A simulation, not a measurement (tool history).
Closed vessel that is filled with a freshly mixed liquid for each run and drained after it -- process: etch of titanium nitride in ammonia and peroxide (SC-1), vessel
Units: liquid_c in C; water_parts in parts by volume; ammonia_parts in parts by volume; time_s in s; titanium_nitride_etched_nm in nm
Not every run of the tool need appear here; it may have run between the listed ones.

run	day	liquid_c	water_parts	ammonia_parts	time_s	titanium_nitride_etched_nm
1	0.000	51.0	8.5	0.6	1010	91.940
2	0.383	51.0	8.5	0.4	1010	85.999
3	0.654	56.0	8.5	0.4	1010	120.770
4	0.892	62.0	8.5	0.4	1010	180.430
5	0.983	62.0	8.5	0.4	1010	177.680
6	1.108	63.5	8.5	0.4	1010	196.900
7	1.304	64.5	8.5	0.4	1010	208.710

Run 8 has not been measured yet. What should we expect?
8	1.408	65.5	8.5	0.4	1010	?

Run 8 gave titanium_nitride_etched_nm 220.950 nm.
